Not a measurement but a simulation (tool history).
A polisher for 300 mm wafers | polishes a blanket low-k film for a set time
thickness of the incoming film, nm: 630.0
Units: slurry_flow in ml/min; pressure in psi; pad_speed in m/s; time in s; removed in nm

run,hour,slurry_flow,pressure,pad_speed,slurry_solids,time,removed
1,0,260,2.2,0.86,1,36,15.225
2,5.8,260,2.2,1.02,1,36,17.381
3,12.2,260,2.1,1.02,1,36,16.919
4,15.2,220,2.1,1.02,1,36,16.263
5,17.4,275,2.1,1.02,1,36,17.111
6,20.8,275,2.1,1.02,1.15,36,17.817

Forecast run 7:
7,27.9,270,2,1.02,1.15,36,?

{"run 7": {"removed": 17.287}}
